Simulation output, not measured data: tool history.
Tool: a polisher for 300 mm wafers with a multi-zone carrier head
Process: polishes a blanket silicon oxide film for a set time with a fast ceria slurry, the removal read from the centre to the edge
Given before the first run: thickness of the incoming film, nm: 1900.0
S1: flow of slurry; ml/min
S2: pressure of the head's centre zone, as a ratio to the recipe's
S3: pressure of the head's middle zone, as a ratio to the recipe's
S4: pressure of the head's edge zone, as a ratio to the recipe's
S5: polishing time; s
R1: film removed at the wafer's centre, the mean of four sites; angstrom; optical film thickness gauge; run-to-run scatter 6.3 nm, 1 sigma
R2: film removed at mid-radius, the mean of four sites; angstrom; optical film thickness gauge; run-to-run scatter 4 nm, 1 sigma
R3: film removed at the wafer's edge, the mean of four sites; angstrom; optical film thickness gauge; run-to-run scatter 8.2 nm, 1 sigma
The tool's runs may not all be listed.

| run | hour | S1 | S2 | S3 | S4 | S5 | R1 | R2 | R3 |
|---|---|---|---|---|---|---|---|---|---|
| 1 | 0 | 190 | 1 | 1 | 1 | 36 | 4877.3 | 4810.8 | 4941 |
| 2 | 1.9 | 200 | 0.99 | 1.03 | 1.02 | 36 | 4727.5 | 4951 | 5038 |
| 3 | 3.4 | 205 | 0.99 | 1.05 | 1.03 | 37 | 5037.8 | 5160.6 | 5196.7 |
| 4 | 12.2 | 205 | 0.99 | 1.05 | 0.95 | 37 | 5063.4 | 5173.2 | 4962.8 |
| 5 | 18.3 | 235 | 0.99 | 1.05 | 0.95 | 37 | 5154.5 | 5359 | 5042.9 |
| 6 | 22.3 | 240 | 0.98 | 1.07 | 0.97 | 37 | 5043.3 | 5435.1 | 5122.8 |
| 7 | 25.3 | 245 | 0.97 | 1.09 | 0.98 | 37 | 5138.6 | 5533.6 | 5213 |
|  | 26.5 | worn pad replaced by a new one |
| 8 | 26.5 | 250 | 0.95 | 1.11 | 0.99 | 37 | 5669.3 | 6274.3 | 5744.5 |
| 9 | 34.2 | 255 | 0.93 | 1.1 | 0.98 | 36 | 5424.5 | 6072.7 | 5517.3 |
| 10 | 42.9 | 260 | 0.91 | 1.1 | 0.99 | 35 | 5185.3 | 5939.8 | 5517.1 |
| 11 | 43.9 | 265 | 0.89 | 1.1 | 0.99 | 35 | 5235 | 5908.3 | 5626.3 |
| 12 | 49.8 | 265 | 0.88 | 1.11 | 0.99 | 35 | 5032.8 | 5996.3 | 5454.5 |
| 13 | 54.9 | 270 | 0.87 | 1.11 | 0.99 | 35 | 4999.8 | 5975.8 | 5401.2 |

Run 14 is up next; what results do you expect?
| 14 | 63 | 275 | 0.86 | 1.11 | 1 | 35 | ? | ? | ? |

Run 14 measured R1 5148.3 angstrom, R2 6018.7 angstrom, R3 5639.2 angstrom.
